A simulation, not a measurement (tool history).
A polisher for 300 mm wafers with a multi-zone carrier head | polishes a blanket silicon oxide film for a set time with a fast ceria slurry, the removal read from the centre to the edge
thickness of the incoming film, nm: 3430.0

run	hour	flow of slurry (ml/min)	pressure of the head's centre zone	pressure of the head's middle zone	pressure of the head's edge zone	polishing time (s)	film removed at the wafer's centre (Å)	film removed at mid-radius (Å)	film removed at the wafer's edge (Å)
1	0	210	1	1	1	77	10178	9855	10369
2	5.6	235	1	1	1	77	10344	9973.8	10386
3	14.4	235	1	0.95	1	77	10222	9716.4	10585
4	16.9	235	1	0.95	1.06	77	10283	9799.8	10556
5	23.3	210	1	0.95	1.06	77	10091	9633.9	10669
6	28	210	1.03	1	1.06	85	11597	10994	11768
7	30.3	220	1.06	1.05	1.07	90	12497	12075	12987
8	36.2	240	1.09	1.09	1	93	13643	12797	12628
9	39	250	1.11	1.12	1.02	95	14135	13294	13096
10	43.6	255	1.12	1.14	1.02	97	14681	13545	13389
11	48.2	255	1.12	1.15	1.01	99	14582	13962	13868

Run 12 comes next. What will it give?
# hour 56.9: edge zone pressure recalibrated
12	56.9	260	1.13	1.16	1	101	?	?	?

film removed at the wafer's centre (Å): 15450
film removed at mid-radius (Å): 14790
film removed at the wafer's edge (Å): 13151
